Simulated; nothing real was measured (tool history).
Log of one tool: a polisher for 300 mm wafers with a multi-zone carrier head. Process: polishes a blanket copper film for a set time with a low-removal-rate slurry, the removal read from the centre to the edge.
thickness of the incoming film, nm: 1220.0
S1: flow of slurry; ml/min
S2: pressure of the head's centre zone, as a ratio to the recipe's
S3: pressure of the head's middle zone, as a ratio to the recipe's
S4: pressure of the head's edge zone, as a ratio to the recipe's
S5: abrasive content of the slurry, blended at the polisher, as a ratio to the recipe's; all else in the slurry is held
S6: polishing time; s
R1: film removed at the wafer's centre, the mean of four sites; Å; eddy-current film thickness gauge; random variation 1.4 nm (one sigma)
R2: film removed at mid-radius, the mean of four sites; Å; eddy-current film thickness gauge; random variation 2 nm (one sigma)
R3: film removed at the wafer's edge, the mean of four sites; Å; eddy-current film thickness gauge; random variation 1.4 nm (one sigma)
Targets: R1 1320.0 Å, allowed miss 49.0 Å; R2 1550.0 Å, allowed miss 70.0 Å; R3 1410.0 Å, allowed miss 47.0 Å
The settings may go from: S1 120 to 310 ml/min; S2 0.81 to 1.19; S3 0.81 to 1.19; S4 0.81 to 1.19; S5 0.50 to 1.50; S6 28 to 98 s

run	hour	S1	S2	S3	S4	S5	S6	R1	R2	R3
1	0.0	200	1.00	1.00	1.00	1.00	63	1099.8	1116.1	1113.6
2	3.6	205	1.00	1.02	1.01	1.05	63	1105.1	1136.6	1117.9
3	4.7	205	1.00	1.02	1.01	1.05	74	1309.6	1360.2	1334.3
4	13.5	205	1.00	1.02	1.01	1.05	63	1099.3	1142.3	1115.1
5	20.6	205	0.96	1.02	1.01	1.05	63	1091.9	1177.1	1138.1
6	26.8	205	0.96	1.09	1.01	1.05	63	1081.5	1213.7	1122.3
7	33.1	210	0.96	1.09	1.02	1.10	64	1120.5	1287.1	1152.8
8	36.4	210	0.96	1.09	1.02	1.10	64	1094.1	1257.4	1173.3
# hour 39.0: slurry nozzle cleaned
9	39.0	215	0.97	1.10	1.02	1.15	65	1185.6	1372.9	1231.8
10	42.7	225	0.97	1.10	1.03	1.15	65	1203.6	1359.6	1247.7
11	51.0	230	0.97	1.11	1.04	1.15	65	1209.7	1384.9	1226.9
12	55.3	235	0.96	1.10	1.05	1.20	65	1226.7	1395.6	1278.9
13	60.7	240	0.96	1.10	1.06	1.20	65	1214.3	1408.6	1272.8
14	63.4	245	0.96	1.10	1.07	1.20	65	1220.9	1376.2	1284.3
15	71.1	250	0.96	1.11	1.08	1.20	65	1248.5	1416.4	1305.5

Which of these 5 next moves meets every target?
A	78.8	235	1.02	1.19	1.07	0.75	77	?	?	?
B	78.8	310	1.16	1.00	0.99	1.05	63	?	?	?
C	78.8	270	0.91	1.16	1.15	1.10	69	?	?	?
D	78.8	240	0.98	1.16	1.13	0.90	75	?	?	?
E	78.8	300	0.99	1.17	1.02	1.00	70	?	?	?

move	R1	R2	R3
A	1324.2	1535.1	1333.3
B	1387.8	1244.3	1195.1
C	1232.8	1539.6	1411.3
D	1323.5	1554.2	1417.0
E	1322.4	1546.4	1321.8
A: nearer than the last run, and not there yet
B: further off than the last run
C: brings the result that was furthest off to its target, and leaves another outside
D: meets every target
E: nearer than the last run, and not there yet
The right move is D.
